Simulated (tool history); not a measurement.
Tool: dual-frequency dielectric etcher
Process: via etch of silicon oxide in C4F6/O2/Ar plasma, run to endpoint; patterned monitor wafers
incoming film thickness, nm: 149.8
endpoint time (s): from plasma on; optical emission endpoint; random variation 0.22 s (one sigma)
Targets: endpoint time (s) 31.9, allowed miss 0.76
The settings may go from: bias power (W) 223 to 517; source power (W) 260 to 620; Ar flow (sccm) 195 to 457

run  hour  bias power (W)  source power (W)  Ar flow (sccm)  endpoint time (s)
  1     0             370               440             326             38.192
  2   1.4             400               460             322             35.979
  3   6.3             453               460             322             33.273
  4  10.4             453               460             348             34.066
  5  18.6             398               460             348             36.472
  6  25.3             376               460             348             37.416
  7  31.7             403               470             347             35.428
  8  38.8             403               470             347             35.626

Which of these 4 next moves meets every target?
  A  45.9             447               560             385                  ?
  B  45.9             411               460             327                  ?
  C  45.9             359               440             388                  ?
  D  45.9             382               360             378                  ?

move  endpoint time (s)
   A             32.086
   B             35.331
   C             39.445
   D             40.975
A: meets every target
B: nearer than the last run, and not there yet
C: further off than the last run
D: further off than the last run
Move A is the one to make.

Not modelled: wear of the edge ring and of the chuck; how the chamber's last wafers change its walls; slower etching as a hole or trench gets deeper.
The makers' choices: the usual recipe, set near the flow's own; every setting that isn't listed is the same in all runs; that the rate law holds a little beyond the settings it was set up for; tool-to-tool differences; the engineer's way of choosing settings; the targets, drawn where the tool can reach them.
